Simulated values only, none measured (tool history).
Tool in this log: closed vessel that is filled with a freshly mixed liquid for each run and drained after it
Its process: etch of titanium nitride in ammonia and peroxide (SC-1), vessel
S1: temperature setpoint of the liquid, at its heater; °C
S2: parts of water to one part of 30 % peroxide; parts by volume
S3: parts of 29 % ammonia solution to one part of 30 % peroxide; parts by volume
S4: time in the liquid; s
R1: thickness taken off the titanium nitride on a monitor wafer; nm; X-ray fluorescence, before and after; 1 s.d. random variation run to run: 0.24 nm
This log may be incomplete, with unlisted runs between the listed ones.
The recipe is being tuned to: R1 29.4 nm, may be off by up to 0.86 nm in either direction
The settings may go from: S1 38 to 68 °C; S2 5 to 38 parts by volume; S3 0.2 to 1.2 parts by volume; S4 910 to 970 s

run,hour,S1,S2,S3,S4,R1
1,0,52,21,1,910,80.244
2,2.4,49.5,21.5,1,910,65.993
3,6.3,49.5,21.5,1,910,66.159
4,13.7,49.5,14,1,910,84.101
5,14.7,49.5,14,1,970,90.438
6,17.7,49.5,14,1.2,970,91.869
7,23.6,47.5,16,1.2,970,75.559
# hour 27.5: new drum of ammonia solution connected
8,27.5,45.5,18,1.2,970,62.134
9,32.4,44,19.5,1.2,970,52.546
10,33.2,43,20.5,1.2,970,48.113
11,34.3,42,21.5,1.2,970,43.837
12,41.2,41,22.5,1.2,970,39.295
13,44.5,40.5,23,1.2,970,37.331

5 candidate next runs follow, results not yet known. Just one meets every target within its allowed miss. Identify it.
A,47.8,42,22.5,1.2,970,?
B,47.8,41,15,1.2,965,?
C,47.8,39.5,25.5,0.95,965,?
D,47.8,38,22.5,1.2,915,?
E,47.8,43.5,20,1.2,970,?

move,R1
A,42.117
B,48.373
C,31.206
D,29.526
E,50.092
A: its largest miss is bigger than the last run's
B: its largest miss is bigger than the last run's
C: nearer the targets than the last run, but a result is still out of spec
D: hits every target within its allowed miss
E: its largest miss is bigger than the last run's
Correct choice: D, which meets every target
